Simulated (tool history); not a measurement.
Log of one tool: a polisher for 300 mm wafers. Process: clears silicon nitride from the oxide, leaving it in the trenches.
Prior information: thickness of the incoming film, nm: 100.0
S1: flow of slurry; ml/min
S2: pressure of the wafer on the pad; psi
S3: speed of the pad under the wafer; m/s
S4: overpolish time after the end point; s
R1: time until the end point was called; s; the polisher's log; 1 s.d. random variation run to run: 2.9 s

run	day	S1	S2	S3	S4	R1
1	0	200	3.3	0.88	24	105.29
2	0.308	200	3.1	0.88	24	113.49
3	0.488	200	3.1	0.88	24	107.59
4	0.612	200	2.8	0.86	24	119.51
5	0.9	200	2.8	0.86	24	126.01
6	1.004	200	2.7	0.86	24	123.08
7	1.083	200	1.7	0.8	24	218.82

Run 8 has not been measured yet. What should we expect?
8	1.246	200	1.8	0.8	24	?

{"run 8": {"R1": 198.19}}
